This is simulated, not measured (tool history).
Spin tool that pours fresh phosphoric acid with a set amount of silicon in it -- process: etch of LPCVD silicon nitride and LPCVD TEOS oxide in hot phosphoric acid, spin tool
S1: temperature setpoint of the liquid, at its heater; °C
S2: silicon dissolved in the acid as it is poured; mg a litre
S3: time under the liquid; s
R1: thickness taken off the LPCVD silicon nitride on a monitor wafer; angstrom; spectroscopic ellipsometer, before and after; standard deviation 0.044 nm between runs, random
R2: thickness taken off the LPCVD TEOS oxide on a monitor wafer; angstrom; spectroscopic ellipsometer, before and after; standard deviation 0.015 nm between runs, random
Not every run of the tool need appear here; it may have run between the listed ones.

Run 1, hour 0.0: S1 163.0 °C, S2 23.0 mg a litre, S3 45 s. Result: R1 39.513 angstrom, R2 0.48173 angstrom.
Run 2, hour 2.8: S1 164.0 °C, S2 23.0 mg a litre, S3 45 s. Result: R1 40.908 angstrom, R2 1.11000 angstrom.
Run 3, hour 10.4: S1 163.5 °C, S2 26.0 mg a litre, S3 50 s. Result: R1 44.222 angstrom, R2 1.11830 angstrom.
Run 4, hour 19.1: S1 163.0 °C, S2 20.5 mg a litre, S3 55 s. Result: R1 48.714 angstrom, R2 1.37680 angstrom.
Run 5, hour 27.1: S1 162.5 °C, S2 27.0 mg a litre, S3 55 s. Result: R1 48.218 angstrom, R2 1.01380 angstrom.
Run 6, hour 28.8: S1 162.5 °C, S2 27.0 mg a litre, S3 40 s. Result: R1 34.923 angstrom, R2 0.71592 angstrom.
Run 7, hour 34.4: S1 163.0 °C, S2 23.5 mg a litre, S3 45 s. Result: R1 39.363 angstrom, R2 1.14780 angstrom.
Run 8, hour 38.9: S1 164.0 °C, S2 30.5 mg a litre, S3 45 s. Result: R1 41.276 angstrom, R2 1.29920 angstrom.
Run 9, hour 41.0: S1 163.5 °C, S2 26.0 mg a litre, S3 50 s. Result: R1 45.000 angstrom, R2 0.59197 angstrom.
Run 10, hour 47.5: S1 164.5 °C, S2 25.5 mg a litre, S3 50 s. Result: R1 46.543 angstrom, R2 1.32730 angstrom.
Run 11, hour 50.8: S1 164.0 °C, S2 30.5 mg a litre, S3 50 s. Result: R1 46.038 angstrom, R2 0.50125 angstrom.
Run 12, hour 54.9: S1 164.0 °C, S2 30.5 mg a litre, S3 50 s. Result: R1 45.328 angstrom, R2 1.12490 angstrom.
Run 13, hour 63.3: S1 163.5 °C, S2 31.0 mg a litre, S3 50 s. Result: R1 45.314 angstrom, R2 1.05010 angstrom.
Run 14, hour 72.0: S1 163.5 °C, S2 31.0 mg a litre, S3 50 s. Result: R1 44.550 angstrom, R2 0.84751 angstrom.
Run 15, hour 80.5: S1 164.0 °C, S2 36.5 mg a litre, S3 50 s. Result: R1 46.112 angstrom, R2 0.67074 angstrom.
Run 16, hour 85.8: S1 164.5 °C, S2 40.5 mg a litre, S3 50 s. Result: R1 46.742 angstrom, R2 0.89011 angstrom.
Run 17, hour 89.8: S1 164.5 °C, S2 43.5 mg a litre, S3 50 s. Result: R1 46.185 angstrom, R2 0.25192 angstrom.

What will run 18 give?
Run 18, hour 90.6: S1 165.0 °C, S2 43.0 mg a litre, S3 50 s. Result: R1 ?, R2 ?.

{"run 18": {"R1": 47.073, "R2": 0.54831}}

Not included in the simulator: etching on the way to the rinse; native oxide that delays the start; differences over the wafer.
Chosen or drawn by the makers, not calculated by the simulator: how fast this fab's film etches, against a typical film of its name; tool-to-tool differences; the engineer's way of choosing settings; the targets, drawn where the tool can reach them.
